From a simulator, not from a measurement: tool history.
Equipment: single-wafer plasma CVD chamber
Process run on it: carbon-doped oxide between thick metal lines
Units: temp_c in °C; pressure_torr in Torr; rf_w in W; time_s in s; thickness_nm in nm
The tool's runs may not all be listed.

run,hour,temp_c,pressure_torr,rf_w,time_s,thickness_nm
1,0,350,4.4,530,139,753
2,4.2,351,4.3,495,138,701.79
3,9.3,351,4.3,495,139,708.87
4,15.5,358,4.3,495,139,698.54
5,20.6,358,4.21,475,138,669.57
6,24,358,4.09,460,138,644.45
7,25.5,358,3.93,455,138,634

For run 8, what comes out?
8,28.3,358,3.79,450,138,?

{"run 8": {"thickness_nm": 622.73}}

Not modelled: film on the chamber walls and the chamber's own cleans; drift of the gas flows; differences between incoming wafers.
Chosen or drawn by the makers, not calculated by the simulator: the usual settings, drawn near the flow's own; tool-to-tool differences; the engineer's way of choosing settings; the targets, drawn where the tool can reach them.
